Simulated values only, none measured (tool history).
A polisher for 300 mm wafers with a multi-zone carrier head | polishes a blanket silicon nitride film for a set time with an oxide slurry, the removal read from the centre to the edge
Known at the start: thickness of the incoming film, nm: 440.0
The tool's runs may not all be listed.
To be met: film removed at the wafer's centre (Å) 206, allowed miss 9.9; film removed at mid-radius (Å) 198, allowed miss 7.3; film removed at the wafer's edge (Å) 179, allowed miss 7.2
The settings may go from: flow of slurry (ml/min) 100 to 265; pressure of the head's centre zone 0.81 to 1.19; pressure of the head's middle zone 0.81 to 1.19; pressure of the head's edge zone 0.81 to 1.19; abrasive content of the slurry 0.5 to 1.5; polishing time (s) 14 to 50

run,hour,flow of slurry (ml/min),pressure of the head's centre zone,pressure of the head's middle zone,pressure of the head's edge zone,abrasive content of the slurry,polishing time (s),film removed at the wafer's centre (Å),film removed at mid-radius (Å),film removed at the wafer's edge (Å)
1,0,170,1,1,1,1,32,131.43,147.08,145.5
2,1.7,170,1,1,1,1,28,113.56,126.48,130.05
3,9.7,170,1,1,0.95,1,28,115.17,128.5,128.91
4,16.2,170,1,1,0.95,0.9,28,112.31,124.12,120.66
5,19.3,170,1,0.95,0.95,0.9,28,109.54,116.44,119.98
# hour 27: centre zone pressure recalibrated
6,27,190,1.06,0.99,0.91,1.1,29,150.8,136.79,135.21
7,32,200,1.07,1.04,0.94,1.2,29,154.91,146.96,141.86
8,32.8,200,1.08,1.07,0.95,1.3,30,166.83,164.3,151.63
9,39.4,230,1.17,1.11,1.05,1.5,31,202.3,184.89,170.42
10,47,230,1.16,1.12,1.05,1.5,31,196.6,185.93,169.46

5 next moves are on the table. One of them brings every result within its allowed miss. Which?
A,54.6,250,1.19,1.19,0.86,1.5,31,?,?,?
B,54.6,220,1.17,1.02,1.07,1.45,33,?,?,?
C,54.6,235,1.18,1.13,1.05,1.5,29,?,?,?
D,54.6,225,1.16,1.12,1.02,1.5,33,?,?,?
E,54.6,215,1.1,1.19,0.96,1.5,31,?,?,?

move,film removed at the wafer's centre (Å),film removed at mid-radius (Å),film removed at the wafer's edge (Å)
A,200.74,197.16,160.01
B,203.98,179.1,177.67
C,184.6,175.07,157.66
D,205.21,196.65,177.15
E,181.62,193.56,162.62
A: brings the result that was furthest off to its target, and leaves another outside
B: further off than the last run
C: further off than the last run
D: meets every target
E: brings the result that was furthest off to its target, and leaves another outside
Move D is the one to make.
